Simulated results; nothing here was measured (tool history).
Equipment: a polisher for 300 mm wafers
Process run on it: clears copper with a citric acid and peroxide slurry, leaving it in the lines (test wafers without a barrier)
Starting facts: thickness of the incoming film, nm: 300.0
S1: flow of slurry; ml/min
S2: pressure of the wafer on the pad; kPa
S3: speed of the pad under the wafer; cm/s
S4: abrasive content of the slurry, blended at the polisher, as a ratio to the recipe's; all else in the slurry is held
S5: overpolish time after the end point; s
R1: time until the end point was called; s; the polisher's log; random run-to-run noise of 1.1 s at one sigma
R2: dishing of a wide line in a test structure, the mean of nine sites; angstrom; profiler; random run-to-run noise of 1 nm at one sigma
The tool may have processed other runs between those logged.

run,day,S1,S2,S3,S4,S5,R1,R2
1,0.000,295,22.8,106,1.00,29,102.750,505.30
2,0.262,295,22.8,106,1.00,21,103.060,396.52
3,0.592,225,22.8,106,1.00,21,103.330,394.21
4,0.746,225,24.1,106,1.00,21,97.719,400.50
5,0.904,225,24.1,106,0.85,21,103.710,392.53
6,0.983,225,25.5,106,0.85,22,98.186,418.12
7,1.046,225,26.2,106,0.85,23,94.580,468.22
8,1.096,225,26.9,106,0.85,23,91.439,460.78
9,1.167,225,27.6,106,0.85,23,90.876,462.51

Forecast run 10:
10,1.300,225,28.3,106,0.85,23,?,?

R1: 90.744 s
R2: 490.01 angstrom

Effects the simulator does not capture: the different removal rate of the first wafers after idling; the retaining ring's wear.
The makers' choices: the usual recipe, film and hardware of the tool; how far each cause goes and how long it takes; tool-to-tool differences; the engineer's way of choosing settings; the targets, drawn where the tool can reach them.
